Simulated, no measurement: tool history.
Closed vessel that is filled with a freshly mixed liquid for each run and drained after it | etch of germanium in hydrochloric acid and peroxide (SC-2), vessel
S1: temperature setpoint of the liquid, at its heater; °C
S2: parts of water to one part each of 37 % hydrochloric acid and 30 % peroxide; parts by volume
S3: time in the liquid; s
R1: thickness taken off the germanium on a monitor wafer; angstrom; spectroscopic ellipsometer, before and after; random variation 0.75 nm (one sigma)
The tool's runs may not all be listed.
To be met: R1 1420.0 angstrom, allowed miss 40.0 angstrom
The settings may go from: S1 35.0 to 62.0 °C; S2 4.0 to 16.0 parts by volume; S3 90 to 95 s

run 1 hour=0.0 | S1=46.0 S2=9.0 S3=90 | R1=1883.5
run 2 hour=3.3 | S1=44.0 S2=9.0 S3=90 | R1=1770.4
run 3 hour=5.6 | S1=48.5 S2=9.0 S3=90 | R1=2033.9
run 4 hour=14.3 | S1=48.5 S2=9.0 S3=95 | R1=2157.1
run 5 hour=16.8 | S1=45.5 S2=9.5 S3=95 | R1=1953.7
run 6 hour=24.2 | S1=50.5 S2=9.5 S3=95 | R1=2280.9
run 7 hour=30.5 | S1=42.5 S2=10.5 S3=95 | R1=1767.9
run 8 hour=31.4 | S1=41.0 S2=10.5 S3=95 | R1=1660.5

Which of these 4 next moves meets every target?
run A hour=32.3 | S1=44.5 S2=9.0 S3=90 | R1=?
run B hour=32.3 | S1=38.5 S2=9.0 S3=95 | R1=?
run C hour=32.3 | S1=40.5 S2=9.0 S3=90 | R1=?
run D hour=32.3 | S1=37.5 S2=9.0 S3=90 | R1=?

move=A R1=1791.2
move=B R1=1546.4
move=C R1=1568.0
move=D R1=1415.6
A: further off than the last run
B: nearer than the last run, and not there yet
C: nearer than the last run, and not there yet
D: meets every target
Answer: D
